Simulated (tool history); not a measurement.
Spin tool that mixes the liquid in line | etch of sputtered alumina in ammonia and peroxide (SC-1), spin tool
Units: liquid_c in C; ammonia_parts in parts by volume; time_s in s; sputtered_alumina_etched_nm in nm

run	day	liquid_c	ammonia_parts	time_s	sputtered_alumina_etched_nm
1	0.000	50.0	0.9	310	14.431
2	0.262	49.5	0.9	310	14.183
3	0.467	49.0	0.9	310	13.639
4	0.679	54.5	0.9	310	18.349
5	0.975	60.0	0.9	310	24.532
6	1.079	56.0	0.9	310	20.122
7	1.179	56.0	0.9	310	20.303
8	1.225	54.5	0.9	310	18.518
9	1.425	53.5	0.9	310	17.582
10	1.796	52.5	0.9	310	16.595

Predict the results of run 11:
# day 1.938: new drum of ammonia solution connected
11	1.938	51.5	0.9	310	?

sputtered_alumina_etched_nm: 15.861 nm

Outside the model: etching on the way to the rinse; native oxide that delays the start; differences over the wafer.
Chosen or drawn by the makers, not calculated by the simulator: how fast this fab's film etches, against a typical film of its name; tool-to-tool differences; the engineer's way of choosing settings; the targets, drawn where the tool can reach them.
